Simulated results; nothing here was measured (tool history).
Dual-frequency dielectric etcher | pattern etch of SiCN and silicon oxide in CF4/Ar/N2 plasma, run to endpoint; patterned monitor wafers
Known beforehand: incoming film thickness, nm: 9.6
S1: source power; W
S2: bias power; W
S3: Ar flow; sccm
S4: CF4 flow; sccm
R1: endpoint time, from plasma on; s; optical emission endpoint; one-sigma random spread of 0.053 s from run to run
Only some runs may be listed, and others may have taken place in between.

run  hour   S1  S2   S3  S4      R1
  1     0  350  73  125  53  13.294
  2     4  370  73  125  53  12.765
  3  10.3  390  73  125  53  12.397
  4  13.2  330  73  125  53  13.644
  5  19.6  360  74  125  53  12.914
  6  21.5  360  74  125  57  12.913
  7  27.9  380  75  125  57   12.43
  8  36.4  400  76  125  57  11.964
  9  37.6  410  76  125  57  11.748
 10  44.4  420  76  125  57  11.636

Run 11 is up next; what results do you expect?
 11  50.7  420  76  125  57   ?

Run 11 measured R1 11.64 s.
